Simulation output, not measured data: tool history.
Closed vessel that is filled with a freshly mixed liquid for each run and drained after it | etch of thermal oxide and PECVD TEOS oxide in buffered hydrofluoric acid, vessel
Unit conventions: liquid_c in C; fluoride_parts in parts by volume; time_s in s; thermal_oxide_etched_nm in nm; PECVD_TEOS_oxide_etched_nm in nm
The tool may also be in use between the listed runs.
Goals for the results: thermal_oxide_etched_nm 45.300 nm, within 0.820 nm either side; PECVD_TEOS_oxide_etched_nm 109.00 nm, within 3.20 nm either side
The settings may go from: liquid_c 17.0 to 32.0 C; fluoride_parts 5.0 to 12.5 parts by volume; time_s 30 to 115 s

| run | day | liquid_c | fluoride_parts | time_s | thermal_oxide_etched_nm | PECVD_TEOS_oxide_etched_nm |
|---|---|---|---|---|---|---|
| 1 | 0.000 | 25.0 | 7.5 | 60 | 95.149 | 227.83 |
| 2 | 0.233 | 23.5 | 8.0 | 60 | 80.928 | 191.86 |
| 3 | 0.392 | 25.5 | 8.0 | 60 | 91.008 | 219.59 |
| 4 | 0.504 | 25.5 | 8.0 | 70 | 106.130 | 253.59 |
| 5 | 0.654 | 25.5 | 8.0 | 50 | 76.093 | 182.87 |
| 6 | 0.879 | 25.5 | 6.5 | 50 | 93.950 | 221.02 |
| 7 | 1.175 | 24.0 | 7.0 | 50 | 81.174 | 194.42 |
| 8 | 1.442 | 22.5 | 7.5 | 50 | 68.747 | 165.15 |
| 9 | 1.558 | 21.5 | 7.5 | 50 | 65.445 | 155.27 |
| 10 | 1.642 | 20.5 | 7.5 | 50 | 62.007 | 149.93 |
| 11 | 1.821 | 20.0 | 7.5 | 50 | 59.191 | 143.41 |
| 12 | 2.096 | 19.5 | 7.5 | 50 | 58.238 | 139.47 |
| 13 | 2.200 | 19.0 | 7.5 | 50 | 56.483 | 137.58 |
| 14 | 2.358 | 18.5 | 7.5 | 50 | 54.372 | 131.45 |
| 15 | 2.462 | 18.0 | 7.5 | 50 | 53.044 | 128.17 |
| 16 | 2.662 | 17.5 | 8.0 | 50 | 48.436 | 117.73 |
|  | 3.008 | thermometer replaced |
| 17 | 3.008 | 17.0 | 8.5 | 50 | 46.946 | 113.03 |
| 18 | 3.033 | 17.0 | 9.0 | 50 | 44.180 | 105.75 |

Exactly one of the 5 candidate moves below puts every result within its allowed miss. Which one?
| A | 3.058 | 18.5 | 10.5 | 50 | ? | ? |
| B | 3.058 | 20.0 | 11.5 | 50 | ? | ? |
| C | 3.058 | 17.5 | 9.0 | 50 | ? | ? |
| D | 3.058 | 22.5 | 10.5 | 40 | ? | ? |
| E | 3.058 | 17.5 | 8.5 | 45 | ? | ? |

| move | thermal_oxide_etched_nm | PECVD_TEOS_oxide_etched_nm |
|---|---|---|
| A | 43.070 | 103.23 |
| B | 42.883 | 102.78 |
| C | 45.604 | 109.30 |
| D | 43.074 | 103.24 |
| E | 43.675 | 104.68 |
A: further off than the last run
B: further off than the last run
C: every result within its allowed miss
D: further off than the last run
E: further off than the last run
So the answer is move C, the one that meets all the targets.

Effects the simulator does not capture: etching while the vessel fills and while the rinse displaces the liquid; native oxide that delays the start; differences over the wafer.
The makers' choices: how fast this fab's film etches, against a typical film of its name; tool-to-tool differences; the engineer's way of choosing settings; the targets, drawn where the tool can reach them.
